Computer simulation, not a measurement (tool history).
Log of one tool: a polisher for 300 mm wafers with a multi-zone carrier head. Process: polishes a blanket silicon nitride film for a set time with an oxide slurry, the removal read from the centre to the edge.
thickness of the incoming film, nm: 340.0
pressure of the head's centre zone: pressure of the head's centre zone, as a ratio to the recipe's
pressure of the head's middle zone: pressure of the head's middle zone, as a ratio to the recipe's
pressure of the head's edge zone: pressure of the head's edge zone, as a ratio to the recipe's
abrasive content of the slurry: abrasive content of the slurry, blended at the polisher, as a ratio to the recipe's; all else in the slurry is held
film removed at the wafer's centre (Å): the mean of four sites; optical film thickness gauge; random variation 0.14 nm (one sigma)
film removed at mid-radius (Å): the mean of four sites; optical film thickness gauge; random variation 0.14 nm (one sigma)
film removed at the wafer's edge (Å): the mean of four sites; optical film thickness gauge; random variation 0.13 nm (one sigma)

run	hour	flow of slurry (ml/min)	pressure of the head's centre zone	pressure of the head's middle zone	pressure of the head's edge zone	abrasive content of the slurry	polishing time (s)	film removed at the wafer's centre (Å)	film removed at mid-radius (Å)	film removed at the wafer's edge (Å)
1	0.0	305	1.00	1.00	1.00	1.0	56	236.58	230.91	234.98
2	5.5	305	0.96	1.00	1.00	1.0	56	227.54	231.19	233.85
3	9.6	305	0.96	1.00	0.94	1.0	56	232.96	226.13	229.28
4	16.1	305	0.88	1.00	0.94	1.0	56	202.20	233.93	226.23
5	21.4	275	0.88	1.00	0.94	1.0	56	210.77	227.04	229.92
6	28.9	275	0.88	1.00	0.94	1.0	46	168.35	186.10	189.06

Forecast run 7:
7	32.0	265	0.88	0.98	0.93	0.9	44	?	?	?

film removed at the wafer's centre (Å): 151.86
film removed at mid-radius (Å): 164.46
film removed at the wafer's edge (Å): 170.34
